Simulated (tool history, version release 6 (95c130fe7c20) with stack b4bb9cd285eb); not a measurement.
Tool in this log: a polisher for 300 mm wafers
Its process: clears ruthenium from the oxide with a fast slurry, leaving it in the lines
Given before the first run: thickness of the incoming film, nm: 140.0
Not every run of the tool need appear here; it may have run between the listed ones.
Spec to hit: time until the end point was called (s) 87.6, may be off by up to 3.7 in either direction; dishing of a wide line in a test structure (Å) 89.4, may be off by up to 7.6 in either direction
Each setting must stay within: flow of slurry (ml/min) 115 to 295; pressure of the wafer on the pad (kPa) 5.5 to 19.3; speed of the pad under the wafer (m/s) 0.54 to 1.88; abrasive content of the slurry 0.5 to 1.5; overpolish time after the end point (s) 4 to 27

run  hour  flow of slurry (ml/min)  pressure of the wafer on the pad (kPa)  speed of the pad under the wafer (m/s)  abrasive content of the slurry  overpolish time after the end point (s)  time until the end point was called (s)  dishing of a wide line in a test structure (Å)
  1     0                      190                                    12.4                                     1.2                               1                                       14                                   40.517                                          328.03
  2   3.7                      190                                    12.4                                     1.2                             1.2                                       14                                   37.085                                          351.71
  3   4.7                      190                                      11                                     1.2                             1.2                                       14                                   41.443                                          317.83
  4  12.6                      210                                      11                                     1.2                             1.2                                       14                                   40.653                                           325.7
  5  15.5                      210                                      11                                     1.2                             1.2                                        8                                   41.232                                          223.41
  6  24.1                      210                                    13.8                                     1.2                             1.2                                        8                                   33.188                                          261.54
  7  29.2                      220                                    12.4                                    1.14                             1.2                                        7                                   38.308                                          202.59
  8  34.6                      220                                    11.7                                    1.08                             1.2                                        7                                   42.545                                          194.79
  9  40.4                      225                                      11                                    1.02                             1.2                                        7                                   47.111                                          178.81
 10  45.1                      230                                    10.3                                    0.98                             1.2                                        7                                   52.147                                          163.36
 11  47.6                      230                                     9.7                                    0.96                             1.2                                        7                                   56.573                                          147.05
 12    54                      230                                       9                                    0.94                             1.2                                        7                                   61.599                                          138.97
 13  59.8                      230                                     8.3                                    0.94                             1.2                                        7                                    68.26                                          129.19
 14  68.2                      225                                     5.5                                    0.94                             1.2                                        4                                   100.15                                          54.689
 15    71                      230                                     5.5                                    0.92                             1.2                                        4                                   100.69                                          54.446
 16  79.7                      230                                     5.5                                    0.92                             1.2                                        4                                   99.827                                          53.827

Pick the move, out of 5, that brings all results within their allowed miss; only one does.
  A  88.4                      225                                     6.2                                    0.94                             1.3                                        6                                        ?                                               ?
  B  88.4                      245                                     6.2                                       1                            1.25                                        5                                        ?                                               ?
  C  88.4                      215                                     6.9                                    0.96                             1.2                                        7                                        ?                                               ?
  D  88.4                      265                                     6.2                                    0.78                             1.5                                        5                                        ?                                               ?
  E  88.4                      220                                     6.9                                    0.96                            1.15                                        7                                        ?                                               ?

move  time until the end point was called (s)  dishing of a wide line in a test structure (Å)
   A                                   86.851                                           92.44
   B                                   82.334                                          82.052
   C                                   79.888                                          114.76
   D                                   96.927                                          70.444
   E                                   81.063                                          113.26
A: all results land within tolerance of their targets
B: the furthest-off result lands on target, but another misses its tolerance
C: pushes the last run's worst result past its target
D: gains on the last run, yet a result remains outside its allowed miss
E: pushes the last run's worst result past its target
A is the move that brings every result within its allowed miss.
